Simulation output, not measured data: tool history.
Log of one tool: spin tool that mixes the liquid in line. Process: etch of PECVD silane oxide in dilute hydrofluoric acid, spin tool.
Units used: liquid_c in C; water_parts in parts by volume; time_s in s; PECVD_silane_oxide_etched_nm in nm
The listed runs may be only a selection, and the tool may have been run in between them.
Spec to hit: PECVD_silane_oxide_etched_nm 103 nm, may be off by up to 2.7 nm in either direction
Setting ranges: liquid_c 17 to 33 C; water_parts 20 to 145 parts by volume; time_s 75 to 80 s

| run | hour | liquid_c | water_parts | time_s | PECVD_silane_oxide_etched_nm |
|---|---|---|---|---|---|
| 1 | 0 | 25 | 80 | 75 | 39.579 |
| 2 | 3 | 27 | 65 | 75 | 53.952 |
| 3 | 11.2 | 27 | 65 | 80 | 57.268 |
| 4 | 19.1 | 28.5 | 55 | 80 | 72.895 |
| 5 | 26.3 | 30 | 50 | 80 | 86.512 |
| 6 | 33.2 | 30 | 50 | 75 | 80.333 |
| 7 | 36.6 | 33 | 40 | 75 | 115 |
| 8 | 41.6 | 32.5 | 40 | 75 | 112.74 |
| 9 | 45.7 | 32 | 40 | 75 | 110.87 |
| 10 | 51.4 | 31.5 | 40 | 75 | 108.51 |

Exercise: of the 5 proposed moves below, exactly one satisfies all targets within the stated allowed misses. Which move is it?
| A | 57.1 | 33 | 45 | 80 | ? |
| B | 57.1 | 31.5 | 45 | 75 | ? |
| C | 57.1 | 28.5 | 40 | 80 | ? |
| D | 57.1 | 32 | 40 | 75 | ? |
| E | 57.1 | 29.5 | 40 | 80 | ? |

| move | PECVD_silane_oxide_etched_nm |
|---|---|
| A | 107.75 |
| B | 95.316 |
| C | 102.38 |
| D | 110.23 |
| E | 106.55 |
A: better than the last run, though not everything is in spec
B: moves the result that the last run missed by most past its target, out the other side
C: all results in spec
D: lands further from the targets than the last run did
E: better than the last run, though not everything is in spec
The move that meets every target is C.
